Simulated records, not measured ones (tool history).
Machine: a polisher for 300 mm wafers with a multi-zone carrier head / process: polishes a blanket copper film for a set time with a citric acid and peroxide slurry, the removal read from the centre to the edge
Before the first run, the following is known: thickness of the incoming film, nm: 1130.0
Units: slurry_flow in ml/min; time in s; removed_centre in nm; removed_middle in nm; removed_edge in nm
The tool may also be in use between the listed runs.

{"run": 1, "hour": 0.0, "slurry_flow": 190, "centre_zone": 1.0, "middle_zone": 1.0, "edge_zone": 1.0, "slurry_solids": 1.0, "time": 62, "removed_centre": 168.06, "removed_middle": 169.35, "removed_edge": 168.46}
{"run": 2, "hour": 1.9, "slurry_flow": 190, "centre_zone": 1.0, "middle_zone": 1.0, "edge_zone": 0.92, "slurry_solids": 1.0, "time": 62, "removed_centre": 171.81, "removed_middle": 169.91, "removed_edge": 161.36}
{"run": 3, "hour": 7.7, "slurry_flow": 190, "centre_zone": 1.05, "middle_zone": 1.0, "edge_zone": 0.92, "slurry_solids": 1.0, "time": 62, "removed_centre": 182.14, "removed_middle": 170.4, "removed_edge": 164.42}
{"run": 4, "hour": 11.2, "slurry_flow": 180, "centre_zone": 1.0, "middle_zone": 0.98, "edge_zone": 0.94, "slurry_solids": 0.9, "time": 58, "removed_centre": 155.22, "removed_middle": 148.77, "removed_edge": 146.74}
{"run": 5, "hour": 19.1, "slurry_flow": 145, "centre_zone": 1.0, "middle_zone": 0.98, "edge_zone": 0.94, "slurry_solids": 0.9, "time": 58, "removed_centre": 149.77, "removed_middle": 145.29, "removed_edge": 142.98}
{"run": 6, "hour": 27.5, "slurry_flow": 140, "centre_zone": 0.96, "middle_zone": 0.97, "edge_zone": 0.96, "slurry_solids": 0.85, "time": 56, "removed_centre": 137.81, "removed_middle": 136.14, "removed_edge": 133.36}
{"run": 7, "hour": 28.7, "slurry_flow": 135, "centre_zone": 0.93, "middle_zone": 0.97, "edge_zone": 1.01, "slurry_solids": 0.8, "time": 54, "removed_centre": 124.75, "removed_middle": 127.66, "removed_edge": 127.66}

Run 8 has not been measured yet. What should we expect?
{"run": 8, "hour": 35.5, "slurry_flow": 130, "centre_zone": 0.9, "middle_zone": 0.97, "edge_zone": 1.04, "slurry_solids": 0.75, "time": 53, "removed_centre": "?", "removed_middle": "?", "removed_edge": "?"}

{"run 8": {"removed_centre": 112.11, "removed_middle": 123.61, "removed_edge": 127.43}}

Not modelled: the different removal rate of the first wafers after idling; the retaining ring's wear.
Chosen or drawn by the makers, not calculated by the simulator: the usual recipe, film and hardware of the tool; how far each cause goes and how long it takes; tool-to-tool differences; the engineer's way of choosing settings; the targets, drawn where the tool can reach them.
